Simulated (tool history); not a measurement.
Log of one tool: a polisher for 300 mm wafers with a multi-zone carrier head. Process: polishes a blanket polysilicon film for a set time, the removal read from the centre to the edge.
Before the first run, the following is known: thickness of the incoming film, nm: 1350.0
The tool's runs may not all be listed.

| run | day | flow of slurry (ml/min) | pressure of the head's centre zone | pressure of the head's middle zone | pressure of the head's edge zone | polishing time (s) | film removed at the wafer's centre (nm) | film removed at mid-radius (nm) | film removed at the wafer's edge (nm) |
|---|---|---|---|---|---|---|---|---|---|
| 1 | 0 | 285 | 1 | 1 | 1 | 67 | 446.16 | 455.21 | 433.88 |
| 2 | 0.062 | 320 | 1 | 1 | 1 | 67 | 451.22 | 460.8 | 448.6 |
| 3 | 0.308 | 255 | 1 | 1 | 1 | 67 | 442.51 | 456.82 | 436.71 |
| 4 | 0.608 | 255 | 1 | 1 | 1 | 54 | 359.19 | 362.58 | 354.24 |
| 5 | 0.646 | 270 | 0.99 | 1.01 | 1.04 | 57 | 375.16 | 390.1 | 392.62 |
| 6 | 0.721 | 280 | 1 | 1.04 | 1.07 | 58 | 383.87 | 403.86 | 399.24 |

Run 7, settings as shown, results not yet in. Your forecast:
| 7 | 1.012 | 290 | 1 | 1.05 | 1.09 | 59 | ? | ? | ? |

film removed at the wafer's centre (nm): 398.26
film removed at mid-radius (nm): 419.57
film removed at the wafer's edge (nm): 413.6
